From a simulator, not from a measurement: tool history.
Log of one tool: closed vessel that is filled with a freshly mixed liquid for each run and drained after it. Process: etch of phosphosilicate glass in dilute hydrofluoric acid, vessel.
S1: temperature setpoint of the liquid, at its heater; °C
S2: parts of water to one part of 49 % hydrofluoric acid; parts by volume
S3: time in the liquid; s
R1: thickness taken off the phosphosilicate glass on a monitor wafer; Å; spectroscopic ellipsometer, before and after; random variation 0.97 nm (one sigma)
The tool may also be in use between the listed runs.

run,day,S1,S2,S3,R1
1,0.000,25.0,140,100,875.10
2,0.042,22.0,140,100,773.64
3,0.192,22.0,175,100,598.65
4,0.429,24.5,175,100,656.60
5,0.775,24.5,175,100,663.28
6,1.025,24.5,175,100,656.37

The next listed run, before its measurement:
7,1.117,26.0,165,100,?

Run 7 gave R1 755.28 Å.
